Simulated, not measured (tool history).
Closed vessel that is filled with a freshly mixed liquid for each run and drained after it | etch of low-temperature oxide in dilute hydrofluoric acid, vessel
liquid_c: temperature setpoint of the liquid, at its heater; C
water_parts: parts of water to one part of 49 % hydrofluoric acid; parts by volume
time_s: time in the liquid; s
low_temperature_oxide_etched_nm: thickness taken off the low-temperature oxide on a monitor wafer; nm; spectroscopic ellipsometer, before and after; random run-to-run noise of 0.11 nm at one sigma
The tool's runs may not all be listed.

| run | hour | liquid_c | water_parts | time_s | low_temperature_oxide_etched_nm |
|---|---|---|---|---|---|
| 1 | 0 | 25 | 160 | 190 | 12.761 |
| 2 | 6.8 | 27 | 160 | 190 | 13.798 |
| 3 | 11.9 | 27 | 160 | 190 | 13.776 |
| 4 | 17.8 | 28.5 | 160 | 190 | 14.457 |
| 5 | 19.2 | 29.5 | 160 | 190 | 15.021 |
| 6 | 21.7 | 29.5 | 160 | 110 | 8.6803 |
| 7 | 27 | 26.5 | 145 | 110 | 8.7611 |
| 8 | 34.3 | 28 | 185 | 125 | 7.8679 |

Predict the results of run 9:
| 9 | 39.9 | 29 | 165 | 125 | ? |

Run 9 gave low_temperature_oxide_etched_nm 9.4239 nm.
